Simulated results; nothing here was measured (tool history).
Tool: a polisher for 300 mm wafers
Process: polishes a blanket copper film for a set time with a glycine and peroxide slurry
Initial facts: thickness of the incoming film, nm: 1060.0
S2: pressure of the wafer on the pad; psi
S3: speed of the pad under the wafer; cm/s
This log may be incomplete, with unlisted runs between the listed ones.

Run 1, hour 0.0: flow of slurry (ml/min) 195, S2 2.6 psi, S3 102 cm/s, polishing time (s) 51. Result: film removed (nm) 226.10.
Run 2, hour 1.3: flow of slurry (ml/min) 195, S2 2.6 psi, S3 102 cm/s, polishing time (s) 51. Result: film removed (nm) 225.73.
Run 3, hour 7.4: flow of slurry (ml/min) 195, S2 2.9 psi, S3 102 cm/s, polishing time (s) 51. Result: film removed (nm) 246.44.
Run 4, hour 10.2: flow of slurry (ml/min) 195, S2 3.0 psi, S3 102 cm/s, polishing time (s) 51. Result: film removed (nm) 252.56.
Run 5, hour 17.3: flow of slurry (ml/min) 195, S2 3.0 psi, S3 80 cm/s, polishing time (s) 51. Result: film removed (nm) 213.01.
Run 6, hour 20.9: flow of slurry (ml/min) 195, S2 3.0 psi, S3 80 cm/s, polishing time (s) 51. Result: film removed (nm) 210.22.
Run 7, hour 26.0: flow of slurry (ml/min) 195, S2 3.3 psi, S3 80 cm/s, polishing time (s) 51. Result: film removed (nm) 227.52.

Run 8 is up next; what results do you expect?
Run 8, hour 26.5: flow of slurry (ml/min) 200, S2 3.5 psi, S3 82 cm/s, polishing time (s) 51. Result: film removed (nm) ?.

film removed (nm): 243.72
